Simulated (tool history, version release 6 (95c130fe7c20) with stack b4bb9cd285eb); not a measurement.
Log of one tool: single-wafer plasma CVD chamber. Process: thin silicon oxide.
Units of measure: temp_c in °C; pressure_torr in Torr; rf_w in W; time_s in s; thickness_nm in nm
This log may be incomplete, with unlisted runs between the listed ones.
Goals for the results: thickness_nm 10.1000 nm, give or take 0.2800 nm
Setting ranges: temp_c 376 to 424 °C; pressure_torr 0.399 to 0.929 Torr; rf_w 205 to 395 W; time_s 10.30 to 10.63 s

run 1 hour=0.0 | temp_c=400 pressure_torr=0.664 rf_w=300 time_s=10.30 | thickness_nm=15.0960
run 2 hour=5.0 | temp_c=400 pressure_torr=0.609 rf_w=300 time_s=10.30 | thickness_nm=13.8790
run 3 hour=5.7 | temp_c=400 pressure_torr=0.609 rf_w=325 time_s=10.30 | thickness_nm=14.4250
run 4 hour=13.5 | temp_c=405 pressure_torr=0.609 rf_w=325 time_s=10.30 | thickness_nm=14.3610
run 5 hour=14.8 | temp_c=412 pressure_torr=0.609 rf_w=325 time_s=10.30 | thickness_nm=14.2720
run 6 hour=18.5 | temp_c=404 pressure_torr=0.609 rf_w=325 time_s=10.30 | thickness_nm=14.3940
run 7 hour=26.0 | temp_c=404 pressure_torr=0.544 rf_w=320 time_s=10.30 | thickness_nm=12.7680
run 8 hour=30.7 | temp_c=404 pressure_torr=0.502 rf_w=320 time_s=10.30 | thickness_nm=11.7390
run 9 hour=33.3 | temp_c=404 pressure_torr=0.406 rf_w=315 time_s=10.30 | thickness_nm=9.4562
run 10 hour=35.8 | temp_c=404 pressure_torr=0.416 rf_w=315 time_s=10.30 | thickness_nm=9.7055

5 next moves are on the table. One of them brings every result within its allowed miss. Which?
run A hour=38.3 | temp_c=398 pressure_torr=0.438 rf_w=305 time_s=10.30 | thickness_nm=?
run B hour=38.3 | temp_c=396 pressure_torr=0.399 rf_w=305 time_s=10.30 | thickness_nm=?
run C hour=38.3 | temp_c=417 pressure_torr=0.429 rf_w=285 time_s=10.30 | thickness_nm=?
run D hour=38.3 | temp_c=409 pressure_torr=0.418 rf_w=305 time_s=10.30 | thickness_nm=?
run E hour=38.3 | temp_c=405 pressure_torr=0.413 rf_w=305 time_s=10.30 | thickness_nm=?

move=A thickness_nm=10.1700
move=B thickness_nm=9.2517
move=C thickness_nm=9.5317
move=D thickness_nm=9.6305
move=E thickness_nm=9.5341
A: meets every target
B: lands further from the targets than the last run did
C: lands further from the targets than the last run did
D: lands further from the targets than the last run did
E: lands further from the targets than the last run did
A is the move that brings every result within its allowed miss.
